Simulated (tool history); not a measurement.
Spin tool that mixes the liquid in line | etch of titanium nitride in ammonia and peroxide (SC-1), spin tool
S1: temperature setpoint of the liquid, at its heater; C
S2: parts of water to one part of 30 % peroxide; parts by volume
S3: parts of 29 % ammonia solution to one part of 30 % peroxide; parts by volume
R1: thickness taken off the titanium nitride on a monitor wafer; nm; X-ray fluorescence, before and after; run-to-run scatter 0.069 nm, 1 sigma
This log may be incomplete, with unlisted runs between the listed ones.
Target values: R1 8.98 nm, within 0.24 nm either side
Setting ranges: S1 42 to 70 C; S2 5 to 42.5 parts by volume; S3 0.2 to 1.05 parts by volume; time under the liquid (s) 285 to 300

{"run": 1, "hour": 0.0, "S1": 58, "S2": 23.5, "S3": 0.55, "time under the liquid (s)": 285, "R1": 15.362}
{"run": 2, "hour": 3.0, "S1": 54, "S2": 23.5, "S3": 0.55, "time under the liquid (s)": 285, "R1": 11.814}
{"run": 3, "hour": 9.0, "S1": 54, "S2": 23.5, "S3": 0.55, "time under the liquid (s)": 300, "R1": 12.546}
{"run": 4, "hour": 14.6, "S1": 52.5, "S2": 23.5, "S3": 0.55, "time under the liquid (s)": 300, "R1": 11.149}
{"run": 5, "hour": 19.9, "S1": 51.5, "S2": 23.5, "S3": 0.55, "time under the liquid (s)": 300, "R1": 10.395}
{"run": 6, "hour": 24.0, "S1": 51, "S2": 23.5, "S3": 0.55, "time under the liquid (s)": 300, "R1": 10.144}
{"run": 7, "hour": 29.3, "S1": 50.5, "S2": 23.5, "S3": 0.55, "time under the liquid (s)": 300, "R1": 9.6956}
{"run": 8, "hour": 31.1, "S1": 50, "S2": 23.5, "S3": 0.55, "time under the liquid (s)": 300, "R1": 9.3839}
{"run": 9, "hour": 35.5, "S1": 50, "S2": 23.5, "S3": 0.55, "time under the liquid (s)": 300, "R1": 9.3448}

Below are 4 possible settings for the next run. Only one of them brings all results inside the allowed miss of their targets. Which is it?
{"run": "A", "hour": 39.9, "S1": 49.5, "S2": 23, "S3": 0.75, "time under the liquid (s)": 300, "R1": "?"}
{"run": "B", "hour": 39.9, "S1": 51.5, "S2": 29.5, "S3": 0.65, "time under the liquid (s)": 285, "R1": "?"}
{"run": "C", "hour": 39.9, "S1": 52.5, "S2": 30, "S3": 0.45, "time under the liquid (s)": 300, "R1": "?"}
{"run": "D", "hour": 39.9, "S1": 49, "S2": 16, "S3": 0.45, "time under the liquid (s)": 290, "R1": "?"}

move=A R1=9.7757
move=B R1=9.0333
move=C R1=9.4096
move=D R1=10.161
A: the biggest miss grows against the last run
B: meets every target
C: the biggest miss grows against the last run
D: the biggest miss grows against the last run
So the answer is move B, the one that meets all the targets.
